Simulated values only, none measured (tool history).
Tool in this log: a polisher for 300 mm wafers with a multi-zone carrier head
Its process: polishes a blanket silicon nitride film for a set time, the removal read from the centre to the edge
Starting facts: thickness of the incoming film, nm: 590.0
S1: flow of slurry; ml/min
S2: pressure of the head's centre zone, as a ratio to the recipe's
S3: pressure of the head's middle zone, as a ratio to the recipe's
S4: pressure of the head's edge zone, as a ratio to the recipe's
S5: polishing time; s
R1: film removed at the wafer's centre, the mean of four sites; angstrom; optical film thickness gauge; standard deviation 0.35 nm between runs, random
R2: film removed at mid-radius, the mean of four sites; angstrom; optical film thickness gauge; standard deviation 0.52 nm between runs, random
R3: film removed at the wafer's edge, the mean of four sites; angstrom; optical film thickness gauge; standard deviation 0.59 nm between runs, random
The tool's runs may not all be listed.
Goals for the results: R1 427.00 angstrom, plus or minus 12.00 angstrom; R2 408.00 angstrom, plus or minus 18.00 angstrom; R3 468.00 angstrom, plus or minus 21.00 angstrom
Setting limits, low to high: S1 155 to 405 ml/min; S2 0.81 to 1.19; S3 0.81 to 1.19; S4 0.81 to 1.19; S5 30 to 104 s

run,hour,S1,S2,S3,S4,S5,R1,R2,R3
1,0.0,260,1.00,1.00,1.00,67,729.54,720.62,732.55
2,6.0,260,0.92,1.00,1.00,67,676.69,717.22,728.69
3,10.9,260,0.92,1.08,1.00,67,677.78,774.51,740.11
4,19.8,260,0.92,1.08,1.05,67,678.04,763.28,760.48
5,20.7,230,0.92,1.08,1.05,67,660.26,753.01,726.84
6,27.4,220,0.91,1.02,1.06,60,590.22,623.29,654.24
7,32.5,205,0.90,0.99,1.04,56,534.58,584.48,598.28
8,38.5,200,0.90,0.95,1.04,52,494.65,519.52,564.65
9,46.6,205,0.89,0.85,0.94,42,397.83,380.88,423.27
10,55.2,220,0.90,0.86,0.96,42,404.57,394.14,444.36
11,61.1,230,0.91,0.86,0.96,42,412.15,391.79,444.07
12,67.0,240,0.91,0.87,0.97,42,411.49,406.38,450.66

Which of these 4 next moves meets every target?
A,72.9,205,0.93,0.81,1.03,43,?,?,?
B,72.9,225,0.84,0.96,1.01,44,?,?,?
C,72.9,175,0.95,0.81,1.04,43,?,?,?
D,72.9,230,0.89,0.84,0.95,45,?,?,?

move,R1,R2,R3
A,421.36,380.01,470.30
B,394.03,452.37,479.39
C,421.37,372.77,465.93
D,427.95,415.04,477.73
A: corrects the largest miss of the last run, while another result sits out of spec
B: misses by more than the last run did
C: corrects the largest miss of the last run, while another result sits out of spec
D: all results in spec
Answer: D

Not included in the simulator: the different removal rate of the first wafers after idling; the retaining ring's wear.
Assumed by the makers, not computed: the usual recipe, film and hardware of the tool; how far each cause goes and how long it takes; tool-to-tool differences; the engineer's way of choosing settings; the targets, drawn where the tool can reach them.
